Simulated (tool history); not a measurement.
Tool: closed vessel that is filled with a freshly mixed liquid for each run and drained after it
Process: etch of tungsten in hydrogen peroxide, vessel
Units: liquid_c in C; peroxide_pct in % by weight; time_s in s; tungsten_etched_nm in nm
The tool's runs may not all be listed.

Run 1, hour 0: liquid_c 55 C, peroxide_pct 16 % by weight, time_s 30 s. Result: tungsten_etched_nm 80.516 nm.
Run 2, hour 9.1: liquid_c 56.5 C, peroxide_pct 16 % by weight, time_s 30 s. Result: tungsten_etched_nm 88.234 nm.
Run 3, hour 13.7: liquid_c 57.5 C, peroxide_pct 16 % by weight, time_s 30 s. Result: tungsten_etched_nm 93.473 nm.
Run 4, hour 21.5: liquid_c 57.5 C, peroxide_pct 16 % by weight, time_s 30 s. Result: tungsten_etched_nm 93.443 nm.
Run 5, hour 27: liquid_c 54 C, peroxide_pct 16 % by weight, time_s 30 s. Result: tungsten_etched_nm 75.361 nm.
Run 6, hour 28.2: liquid_c 54 C, peroxide_pct 16 % by weight, time_s 30 s. Result: tungsten_etched_nm 75.766 nm.
Run 7, hour 36: liquid_c 56 C, peroxide_pct 16 % by weight, time_s 30 s. Result: tungsten_etched_nm 85.608 nm.
Run 8, hour 45: liquid_c 57.5 C, peroxide_pct 16 % by weight, time_s 30 s. Result: tungsten_etched_nm 93.423 nm.
Run 9, hour 48.8: liquid_c 58.5 C, peroxide_pct 16 % by weight, time_s 30 s. Result: tungsten_etched_nm 99.046 nm.

Run 10 comes next. What will it give?
Run 10, hour 49.8: liquid_c 59 C, peroxide_pct 16 % by weight, time_s 30 s. Result: tungsten_etched_nm ?.

Run 10 gave tungsten_etched_nm 101.6 nm.
